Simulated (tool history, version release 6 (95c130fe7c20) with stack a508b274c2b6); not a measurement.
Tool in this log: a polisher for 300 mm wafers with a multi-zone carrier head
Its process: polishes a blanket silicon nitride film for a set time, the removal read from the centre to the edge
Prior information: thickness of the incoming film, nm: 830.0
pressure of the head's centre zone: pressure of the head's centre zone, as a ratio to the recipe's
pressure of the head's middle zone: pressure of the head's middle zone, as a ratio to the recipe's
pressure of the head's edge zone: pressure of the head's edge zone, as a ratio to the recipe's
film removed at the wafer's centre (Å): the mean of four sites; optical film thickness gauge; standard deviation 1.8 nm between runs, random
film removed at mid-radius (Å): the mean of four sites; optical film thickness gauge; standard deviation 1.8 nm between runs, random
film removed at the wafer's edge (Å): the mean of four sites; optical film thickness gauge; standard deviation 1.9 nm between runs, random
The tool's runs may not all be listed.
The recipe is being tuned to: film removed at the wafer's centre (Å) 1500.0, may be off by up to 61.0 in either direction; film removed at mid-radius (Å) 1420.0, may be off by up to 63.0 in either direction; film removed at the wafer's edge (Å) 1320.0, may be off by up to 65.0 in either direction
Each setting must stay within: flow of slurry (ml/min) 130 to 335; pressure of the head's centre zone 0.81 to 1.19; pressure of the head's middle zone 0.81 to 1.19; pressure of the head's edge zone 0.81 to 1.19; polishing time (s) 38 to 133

run  hour  flow of slurry (ml/min)  pressure of the head's centre zone  pressure of the head's middle zone  pressure of the head's edge zone  polishing time (s)  film removed at the wafer's centre (Å)  film removed at mid-radius (Å)  film removed at the wafer's edge (Å)
  1   0.0                      215                                1.00                                1.00                              1.00                  85                                  1144.4                          1153.7                                1161.6
  2   5.9                      215                                1.00                                1.00                              1.00                 103                                  1405.3                          1393.6                                1386.0
  3   7.4                      215                                1.00                                1.00                              1.00                  96                                  1316.1                          1281.0                                1316.2
  4  11.0                      215                                1.00                                0.95                              1.00                  96                                  1298.2                          1208.4                                1284.7
  5  12.5                      215                                1.00                                0.95                              1.03                  96                                  1313.8                          1279.9                                1336.2
  6  13.5                      185                                1.00                                0.95                              1.03                  96                                  1286.5                          1200.5                                1274.8
  7  16.6                      245                                1.10                                1.04                              0.95                  95                                  1431.0                          1338.5                                1244.7
  8  23.7                      250                                1.10                                1.04                              0.96                  95                                  1427.8                          1358.5                                1288.1
  9  24.6                      255                                1.11                                1.04                              0.96                  95                                  1419.4                          1345.9                                1261.1

Exactly one of the 5 candidate moves below puts every result within its allowed miss. Which one?
  A  25.5                      310                                1.12                                1.15                              0.95                  89                                       ?                               ?                                     ?
  B  25.5                      185                                1.12                                0.81                              1.02                 103                                       ?                               ?                                     ?
  C  25.5                      205                                1.11                                1.08                              1.00                 100                                       ?                               ?                                     ?
  D  25.5                      280                                1.07                                1.19                              1.02                  88                                       ?                               ?                                     ?
  E  25.5                      285                                0.97                                0.93                              1.10                  95                                       ?                               ?                                     ?

move  film removed at the wafer's centre (Å)  film removed at mid-radius (Å)  film removed at the wafer's edge (Å)
   A                                  1403.7                          1423.0                                1220.1
   B                                  1528.1                          1163.7                                1410.5
   C                                  1492.8                          1453.9                                1363.4
   D                                  1312.7                          1436.2                                1239.0
   E                                  1283.7                          1259.8                                1395.2
A: moves away from the targets compared with the last run
B: puts the biggest miss on target and leaves a different result outside tolerance
C: each result inside its tolerance
D: moves away from the targets compared with the last run
E: moves away from the targets compared with the last run
The move that meets every target is C.

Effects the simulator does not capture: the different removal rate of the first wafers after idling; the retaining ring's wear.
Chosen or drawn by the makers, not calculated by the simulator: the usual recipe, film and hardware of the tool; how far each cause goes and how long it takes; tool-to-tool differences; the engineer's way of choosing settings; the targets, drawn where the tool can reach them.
